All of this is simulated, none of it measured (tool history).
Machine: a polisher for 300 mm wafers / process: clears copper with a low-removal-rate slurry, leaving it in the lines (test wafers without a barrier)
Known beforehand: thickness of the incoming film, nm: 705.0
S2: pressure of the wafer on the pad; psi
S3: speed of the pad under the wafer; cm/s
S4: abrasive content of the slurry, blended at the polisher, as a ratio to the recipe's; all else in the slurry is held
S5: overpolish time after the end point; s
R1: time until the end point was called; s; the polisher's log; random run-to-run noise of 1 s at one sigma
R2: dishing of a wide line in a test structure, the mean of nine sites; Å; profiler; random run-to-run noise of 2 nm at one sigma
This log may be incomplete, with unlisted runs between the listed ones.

run 1 hour=0 | flow_of_slurry_(ml/min)=135 S2=3.7 S3=132 S4=1 S5=30 | R1=120.58 R2=883.55
run 2 hour=1.8 | flow_of_slurry_(ml/min)=135 S2=4.2 S3=132 S4=1 S5=32 | R1=106.46 R2=993.46
run 3 hour=9.6 | flow_of_slurry_(ml/min)=135 S2=4.6 S3=132 S4=1 S5=34 | R1=98.937 R2=1085.2
run 4 hour=17.1 | flow_of_slurry_(ml/min)=140 S2=4.9 S3=132 S4=1 S5=35 | R1=92.111 R2=1141.3
run 5 hour=26 | flow_of_slurry_(ml/min)=140 S2=4.9 S3=156 S4=1 S5=35 | R1=77.515 R2=1188.9
run 6 hour=27.8 | flow_of_slurry_(ml/min)=140 S2=4.3 S3=156 S4=1 S5=35 | R1=87.285 R2=1098.4
run 7 hour=36.5 | flow_of_slurry_(ml/min)=140 S2=4.5 S3=156 S4=1 S5=37 | R1=83.09 R2=1192.3

Estimate the outcome of run 8 from the log above:
run 8 hour=43 | flow_of_slurry_(ml/min)=140 S2=4.6 S3=156 S4=1 S5=38 | R1=? R2=?

Run 8 produced R1 83.255 s, R2 1199.1 Å.

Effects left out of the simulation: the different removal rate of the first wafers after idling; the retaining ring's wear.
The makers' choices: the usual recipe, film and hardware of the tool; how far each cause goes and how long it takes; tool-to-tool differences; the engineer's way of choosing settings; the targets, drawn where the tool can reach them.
